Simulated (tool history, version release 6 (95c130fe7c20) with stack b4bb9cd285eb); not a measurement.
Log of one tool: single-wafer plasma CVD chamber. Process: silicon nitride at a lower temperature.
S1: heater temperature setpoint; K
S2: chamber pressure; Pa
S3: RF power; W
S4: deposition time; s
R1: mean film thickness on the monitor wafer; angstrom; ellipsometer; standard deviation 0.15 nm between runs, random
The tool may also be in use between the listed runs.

run 1 hour=0 | S1=613.15 S2=277 S3=320 S4=46.1 | R1=647.53
run 2 hour=7 | S1=613.15 S2=277 S3=295 S4=46.1 | R1=621.11
run 3 hour=13.7 | S1=613.15 S2=260 S3=290 S4=46.1 | R1=603.99
run 4 hour=20.1 | S1=613.15 S2=248 S3=290 S4=46.1 | R1=599.79
run 5 hour=28.3 | S1=613.15 S2=237 S3=290 S4=46.1 | R1=592.44
run 6 hour=30.6 | S1=613.15 S2=229 S3=290 S4=46.1 | R1=588.25
run 7 hour=39.4 | S1=613.15 S2=223 S3=290 S4=46.1 | R1=585.32
run 8 hour=44.9 | S1=613.15 S2=217 S3=290 S4=46.1 | R1=579.71

Run 9 comes next. What will it give?
run 9 hour=48 | S1=613.15 S2=213 S3=290 S4=46.1 | R1=?

{"run 9": {"R1": 580.29}}
